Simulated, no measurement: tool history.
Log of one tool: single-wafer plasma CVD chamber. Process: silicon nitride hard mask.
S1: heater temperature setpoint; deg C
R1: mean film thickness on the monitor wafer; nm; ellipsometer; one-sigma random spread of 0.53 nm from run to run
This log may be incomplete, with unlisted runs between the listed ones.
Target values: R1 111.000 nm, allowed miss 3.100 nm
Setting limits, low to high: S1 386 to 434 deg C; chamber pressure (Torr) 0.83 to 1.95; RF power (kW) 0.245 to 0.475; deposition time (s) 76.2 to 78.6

Run 1, day 0.000: S1 410 deg C, chamber pressure (Torr) 1.39, RF power (kW) 0.360, deposition time (s) 76.2. Result: R1 93.835 nm.
Run 2, day 0.208: S1 410 deg C, chamber pressure (Torr) 1.47, RF power (kW) 0.370, deposition time (s) 76.4. Result: R1 96.884 nm.
Run 3, day 0.567: S1 410 deg C, chamber pressure (Torr) 1.53, RF power (kW) 0.380, deposition time (s) 76.7. Result: R1 99.788 nm.
Run 4, day 0.725: S1 410 deg C, chamber pressure (Torr) 1.53, RF power (kW) 0.380, deposition time (s) 78.6. Result: R1 102.310 nm.
Run 5, day 1.083: S1 404 deg C, chamber pressure (Torr) 1.53, RF power (kW) 0.380, deposition time (s) 78.6. Result: R1 103.020 nm.
Run 6, day 1.312: S1 404 deg C, chamber pressure (Torr) 1.58, RF power (kW) 0.385, deposition time (s) 78.6. Result: R1 104.360 nm.
Run 7, day 1.379: S1 404 deg C, chamber pressure (Torr) 1.62, RF power (kW) 0.390, deposition time (s) 78.6. Result: R1 105.980 nm.
Run 8, day 1.408: S1 404 deg C, chamber pressure (Torr) 1.65, RF power (kW) 0.395, deposition time (s) 78.6. Result: R1 106.630 nm.

Consider the 5 candidate settings below. Which is the only one whose results all fall within their allowed miss of target?
Run A, day 1.438: S1 412 deg C, chamber pressure (Torr) 1.50, RF power (kW) 0.405, deposition time (s) 76.2. Result: R1 ?.
Run B, day 1.438: S1 398 deg C, chamber pressure (Torr) 1.44, RF power (kW) 0.410, deposition time (s) 76.3. Result: R1 ?.
Run C, day 1.438: S1 405 deg C, chamber pressure (Torr) 1.70, RF power (kW) 0.365, deposition time (s) 77.1. Result: R1 ?.
Run D, day 1.438: S1 407 deg C, chamber pressure (Torr) 1.72, RF power (kW) 0.410, deposition time (s) 78.4. Result: R1 ?.
Run E, day 1.438: S1 399 deg C, chamber pressure (Torr) 1.66, RF power (kW) 0.390, deposition time (s) 77.8. Result: R1 ?.

move       R1
   A  102.090
   B  102.650
   C  100.400
   D  109.460
   E  105.150
A: further off than the last run
B: further off than the last run
C: further off than the last run
D: every result within its allowed miss
E: further off than the last run
Go with D: it meets all targets.
